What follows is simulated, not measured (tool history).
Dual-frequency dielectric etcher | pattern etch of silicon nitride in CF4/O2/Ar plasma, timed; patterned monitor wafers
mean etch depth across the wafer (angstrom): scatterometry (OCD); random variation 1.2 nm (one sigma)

run	hour	source power (W)	bias power (W)	Ar flow (sccm)	CF4 flow (sccm)	etch time (s)	mean etch depth across the wafer (angstrom)
1	0.0	540	35	75	103	229.0	4368.9
2	3.2	520	34	76	102	229.0	4141.1
3	11.9	600	34	76	102	229.0	4842.3
4	17.3	600	29	76	102	229.0	4577.5
5	23.3	570	29	76	102	229.0	4320.8
6	29.0	570	23	76	102	229.0	4056.0
7	34.5	550	23	76	102	229.0	3862.0

The next listed run, before its measurement:
8	37.1	530	23	76	102	229.0	?

Run 8 gave mean etch depth across the wafer (angstrom) 3735.3.
